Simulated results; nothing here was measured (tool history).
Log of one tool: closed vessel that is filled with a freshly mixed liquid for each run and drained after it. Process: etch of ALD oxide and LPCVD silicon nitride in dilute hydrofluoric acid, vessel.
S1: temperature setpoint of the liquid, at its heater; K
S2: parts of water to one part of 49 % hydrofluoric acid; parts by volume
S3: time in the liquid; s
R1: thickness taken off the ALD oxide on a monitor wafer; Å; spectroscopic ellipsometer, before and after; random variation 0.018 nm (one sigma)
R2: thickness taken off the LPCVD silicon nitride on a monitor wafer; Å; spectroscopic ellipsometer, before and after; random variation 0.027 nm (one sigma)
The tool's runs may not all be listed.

{"run": 1, "day": 0.0, "S1": 296.15, "S2": 235, "S3": 200, "R1": 76.858, "R2": 3.8184}
{"run": 2, "day": 0.362, "S1": 295.15, "S2": 245, "S3": 200, "R1": 70.757, "R2": 3.5669}
{"run": 3, "day": 0.658, "S1": 294.15, "S2": 250, "S3": 200, "R1": 66.399, "R2": 3.6421}
{"run": 4, "day": 0.75, "S1": 297.65, "S2": 250, "S3": 200, "R1": 74.767, "R2": 4.7523}
{"run": 5, "day": 0.829, "S1": 297.65, "S2": 175, "S3": 200, "R1": 116.81, "R2": 5.7436}
{"run": 6, "day": 1.046, "S1": 296.65, "S2": 195, "S3": 200, "R1": 98.333, "R2": 5.0204}
{"run": 7, "day": 1.4, "S1": 295.65, "S2": 210, "S3": 200, "R1": 86.608, "R2": 4.2588}
{"run": 8, "day": 1.621, "S1": 295.65, "S2": 210, "S3": 200, "R1": 86.67, "R2": 4.2847}
{"day": 1.742, "done": "thermometer replaced"}
{"run": 9, "day": 1.742, "S1": 291.65, "S2": 285, "S3": 200, "R1": 47.713, "R2": 1.7904}

Forecast run 10:
{"run": 10, "day": 1.896, "S1": 291.65, "S2": 285, "S3": 200, "R1": "?", "R2": "?"}

R1: 48.137 Å
R2: 2.3080 Å
